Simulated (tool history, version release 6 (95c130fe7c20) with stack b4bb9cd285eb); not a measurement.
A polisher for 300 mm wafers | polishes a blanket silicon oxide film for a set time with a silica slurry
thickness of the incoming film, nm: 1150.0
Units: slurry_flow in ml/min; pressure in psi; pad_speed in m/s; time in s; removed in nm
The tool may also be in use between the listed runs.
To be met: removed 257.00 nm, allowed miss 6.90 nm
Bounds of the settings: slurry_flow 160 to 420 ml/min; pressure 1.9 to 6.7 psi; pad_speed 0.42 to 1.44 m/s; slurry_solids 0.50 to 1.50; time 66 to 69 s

{"run": 1, "hour": 0.0, "slurry_flow": 270, "pressure": 4.3, "pad_speed": 0.92, "slurry_solids": 1.0, "time": 66, "removed": 158.36}
{"run": 2, "hour": 1.8, "slurry_flow": 270, "pressure": 4.3, "pad_speed": 1.02, "slurry_solids": 1.0, "time": 66, "removed": 173.44}
{"run": 3, "hour": 3.7, "slurry_flow": 210, "pressure": 4.3, "pad_speed": 1.02, "slurry_solids": 1.0, "time": 66, "removed": 169.25}
{"run": 4, "hour": 6.1, "slurry_flow": 215, "pressure": 4.5, "pad_speed": 1.02, "slurry_solids": 1.0, "time": 66, "removed": 179.72}
{"run": 5, "hour": 6.9, "slurry_flow": 215, "pressure": 4.7, "pad_speed": 1.02, "slurry_solids": 1.0, "time": 66, "removed": 186.84}
{"run": 6, "hour": 15.7, "slurry_flow": 215, "pressure": 4.7, "pad_speed": 1.02, "slurry_solids": 1.0, "time": 69, "removed": 194.38}
{"run": 7, "hour": 21.3, "slurry_flow": 215, "pressure": 4.9, "pad_speed": 1.02, "slurry_solids": 1.0, "time": 69, "removed": 199.88}
{"run": 8, "hour": 27.0, "slurry_flow": 215, "pressure": 5.1, "pad_speed": 1.02, "slurry_solids": 1.0, "time": 69, "removed": 207.82}
{"run": 9, "hour": 35.0, "slurry_flow": 215, "pressure": 5.3, "pad_speed": 1.02, "slurry_solids": 1.0, "time": 69, "removed": 216.39}
{"run": 10, "hour": 36.9, "slurry_flow": 215, "pressure": 5.4, "pad_speed": 1.02, "slurry_solids": 1.0, "time": 69, "removed": 221.38}
{"run": 11, "hour": 42.7, "slurry_flow": 215, "pressure": 5.5, "pad_speed": 1.02, "slurry_solids": 1.0, "time": 69, "removed": 223.84}
{"run": 12, "hour": 45.3, "slurry_flow": 215, "pressure": 5.6, "pad_speed": 1.02, "slurry_solids": 1.0, "time": 69, "removed": 226.54}
{"run": 13, "hour": 49.3, "slurry_flow": 215, "pressure": 5.7, "pad_speed": 1.02, "slurry_solids": 1.0, "time": 69, "removed": 230.01}
{"run": 14, "hour": 50.6, "slurry_flow": 215, "pressure": 5.8, "pad_speed": 1.02, "slurry_solids": 1.0, "time": 69, "removed": 235.9}
{"run": 15, "hour": 57.2, "slurry_flow": 215, "pressure": 5.9, "pad_speed": 1.02, "slurry_solids": 1.0, "time": 69, "removed": 236.84}

Which of these 4 next moves meets every target?
{"run": "A", "hour": 63.8, "slurry_flow": 165, "pressure": 6.3, "pad_speed": 1.04, "slurry_solids": 1.15, "time": 69, "removed": "?"}
{"run": "B", "hour": 63.8, "slurry_flow": 290, "pressure": 6.4, "pad_speed": 0.96, "slurry_solids": 1.15, "time": 69, "removed": "?"}
{"run": "C", "hour": 63.8, "slurry_flow": 180, "pressure": 5.3, "pad_speed": 1.22, "slurry_solids": 1.25, "time": 69, "removed": "?"}
{"run": "D", "hour": 63.8, "slurry_flow": 255, "pressure": 6.7, "pad_speed": 0.98, "slurry_solids": 0.95, "time": 69, "removed": "?"}

move=A removed=271.06
move=B removed=267.03
move=C removed=275.00
move=D removed=253.65
A: takes the result that was furthest off past its target
B: takes the result that was furthest off past its target
C: takes the result that was furthest off past its target
D: meets every target
Move D is the one to make.

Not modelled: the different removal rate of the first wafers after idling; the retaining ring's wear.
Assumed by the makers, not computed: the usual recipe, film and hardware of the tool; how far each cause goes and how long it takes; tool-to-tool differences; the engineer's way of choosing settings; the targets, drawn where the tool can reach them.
